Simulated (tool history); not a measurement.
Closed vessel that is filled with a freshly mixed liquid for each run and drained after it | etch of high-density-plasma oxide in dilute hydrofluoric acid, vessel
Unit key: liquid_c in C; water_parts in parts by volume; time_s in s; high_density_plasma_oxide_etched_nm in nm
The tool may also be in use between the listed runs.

| run | hour | liquid_c | water_parts | time_s | high_density_plasma_oxide_etched_nm |
|---|---|---|---|---|---|
| 1 | 0.0 | 24.0 | 130 | 585 | 22.590 |
| 2 | 2.0 | 25.0 | 115 | 585 | 27.046 |
| 3 | 5.1 | 22.0 | 115 | 585 | 24.156 |
| 4 | 7.8 | 22.0 | 115 | 625 | 25.677 |
| 5 | 16.4 | 20.0 | 115 | 625 | 23.690 |
| 6 | 17.9 | 21.5 | 105 | 625 | 27.869 |

What will run 7 give?
| 7 | 19.0 | 23.0 | 95 | 625 | ? |

Run 7 gave high_density_plasma_oxide_etched_nm 32.702 nm.
